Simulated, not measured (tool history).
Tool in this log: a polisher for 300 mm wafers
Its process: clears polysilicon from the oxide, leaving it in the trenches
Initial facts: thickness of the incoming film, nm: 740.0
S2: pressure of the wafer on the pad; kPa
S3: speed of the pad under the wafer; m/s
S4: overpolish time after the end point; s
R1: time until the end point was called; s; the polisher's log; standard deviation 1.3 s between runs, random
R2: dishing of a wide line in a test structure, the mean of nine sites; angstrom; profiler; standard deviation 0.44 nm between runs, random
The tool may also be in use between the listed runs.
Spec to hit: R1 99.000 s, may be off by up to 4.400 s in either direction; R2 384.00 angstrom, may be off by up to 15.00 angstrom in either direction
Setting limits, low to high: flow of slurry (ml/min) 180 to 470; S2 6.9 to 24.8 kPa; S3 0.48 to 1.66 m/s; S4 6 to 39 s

Run 1, hour 0.0: flow of slurry (ml/min) 300, S2 15.9 kPa, S3 1.06 m/s, S4 20 s. Result: R1 61.082 s, R2 413.98 angstrom.
Run 2, hour 6.0: flow of slurry (ml/min) 300, S2 13.8 kPa, S3 1.06 m/s, S4 20 s. Result: R1 69.322 s, R2 411.30 angstrom.
Run 3, hour 11.9: flow of slurry (ml/min) 300, S2 13.8 kPa, S3 1.06 m/s, S4 23 s. Result: R1 70.101 s, R2 417.86 angstrom.
Run 4, hour 19.9: flow of slurry (ml/min) 300, S2 11.7 kPa, S3 1.04 m/s, S4 17 s. Result: R1 82.847 s, R2 396.82 angstrom.
Run 5, hour 26.5: flow of slurry (ml/min) 300, S2 8.3 kPa, S3 1.04 m/s, S4 17 s. Result: R1 116.320 s, R2 373.91 angstrom.
Run 6, hour 27.5: flow of slurry (ml/min) 275, S2 8.3 kPa, S3 1.04 m/s, S4 17 s. Result: R1 114.940 s, R2 373.85 angstrom.
Run 7, hour 30.1: flow of slurry (ml/min) 275, S2 9.0 kPa, S3 1.04 m/s, S4 17 s. Result: R1 108.290 s, R2 385.90 angstrom.
Run 8, hour 31.6: flow of slurry (ml/min) 275, S2 9.7 kPa, S3 1.10 m/s, S4 10 s. Result: R1 94.717 s, R2 336.45 angstrom.
Run 9, hour 34.3: flow of slurry (ml/min) 275, S2 9.7 kPa, S3 1.10 m/s, S4 20 s. Result: R1 93.644 s, R2 406.34 angstrom.

Exercise: of the 5 proposed moves below, exactly one satisfies all targets within the stated allowed misses. Which move is it?
Run A, hour 37.0: flow of slurry (ml/min) 315, S2 8.3 kPa, S3 1.12 m/s, S4 28 s. Result: R1 ?, R2 ?.
Run B, hour 37.0: flow of slurry (ml/min) 280, S2 11.7 kPa, S3 0.98 m/s, S4 15 s. Result: R1 ?, R2 ?.
Run C, hour 37.0: flow of slurry (ml/min) 180, S2 10.3 kPa, S3 1.18 m/s, S4 19 s. Result: R1 ?, R2 ?.
Run D, hour 37.0: flow of slurry (ml/min) 305, S2 8.3 kPa, S3 1.24 m/s, S4 17 s. Result: R1 ?, R2 ?.
Run E, hour 37.0: flow of slurry (ml/min) 260, S2 10.3 kPa, S3 1.14 m/s, S4 23 s. Result: R1 ?, R2 ?.

move       R1      R2
   A  105.810  408.77
   B   87.432  387.99
   C   87.708  401.77
   D   96.166  390.13
   E   85.875  409.08
A: the biggest miss grows against the last run
B: corrects the largest miss of the last run, while another result sits out of spec
C: the biggest miss grows against the last run
D: meets every target
E: the biggest miss grows against the last run
The move that meets every target is D.

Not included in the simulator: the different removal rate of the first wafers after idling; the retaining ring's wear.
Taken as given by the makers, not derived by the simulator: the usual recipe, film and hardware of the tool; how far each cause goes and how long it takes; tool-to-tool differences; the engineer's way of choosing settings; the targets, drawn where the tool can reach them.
